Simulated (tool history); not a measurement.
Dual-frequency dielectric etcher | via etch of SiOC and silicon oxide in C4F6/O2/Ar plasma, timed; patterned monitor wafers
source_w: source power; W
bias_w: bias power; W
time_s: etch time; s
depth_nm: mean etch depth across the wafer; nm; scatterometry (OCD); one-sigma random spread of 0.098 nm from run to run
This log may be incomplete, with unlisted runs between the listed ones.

run,hour,source_w,bias_w,time_s,depth_nm
1,0,420,189,33.5,36.303
2,8.2,420,189,33.5,36.496
3,14.2,400,181,33,34.523
4,21.3,380,178,33,33.289
5,22.2,420,178,33,35.273
6,27.9,400,176,33,34.179
7,31.2,380,174,33,33.055
8,38.5,370,173,33,32.248

Run 9, settings as shown, results not yet in. Your forecast:
9,43.2,290,158,32.5,?

Run 9 measured depth_nm 26.296 nm.

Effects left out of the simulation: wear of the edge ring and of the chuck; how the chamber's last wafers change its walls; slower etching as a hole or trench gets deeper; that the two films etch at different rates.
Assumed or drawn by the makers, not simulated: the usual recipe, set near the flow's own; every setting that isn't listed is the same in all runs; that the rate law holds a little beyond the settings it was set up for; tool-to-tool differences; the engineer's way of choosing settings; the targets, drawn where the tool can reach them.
